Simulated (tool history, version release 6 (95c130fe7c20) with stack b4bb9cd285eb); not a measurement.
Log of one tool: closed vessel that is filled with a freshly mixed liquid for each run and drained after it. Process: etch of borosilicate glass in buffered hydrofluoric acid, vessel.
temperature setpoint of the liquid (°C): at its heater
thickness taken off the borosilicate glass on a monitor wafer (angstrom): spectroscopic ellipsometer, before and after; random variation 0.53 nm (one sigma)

| run | hour | temperature setpoint of the liquid (°C) | parts of 40 % ammonium fluoride to one part of 49 % hydrofluoric acid (parts by volume) | time in the liquid (s) | thickness taken off the borosilicate glass on a monitor wafer (angstrom) |
|---|---|---|---|---|---|
| 1 | 0.0 | 20.0 | 7.5 | 90 | 1105.50 |
| 2 | 4.5 | 17.0 | 7.5 | 90 | 915.39 |
| 3 | 11.8 | 17.0 | 7.5 | 100 | 1022.90 |
| 4 | 15.5 | 17.0 | 8.5 | 100 | 899.89 |
| 5 | 22.1 | 17.0 | 8.5 | 100 | 892.87 |
| 6 | 30.7 | 19.5 | 8.5 | 100 | 1029.20 |

Forecast run 7:
| 7 | 37.4 | 19.0 | 9.0 | 100 | ? |

Run 7 gave thickness taken off the borosilicate glass on a monitor wafer (angstrom) 945.84.

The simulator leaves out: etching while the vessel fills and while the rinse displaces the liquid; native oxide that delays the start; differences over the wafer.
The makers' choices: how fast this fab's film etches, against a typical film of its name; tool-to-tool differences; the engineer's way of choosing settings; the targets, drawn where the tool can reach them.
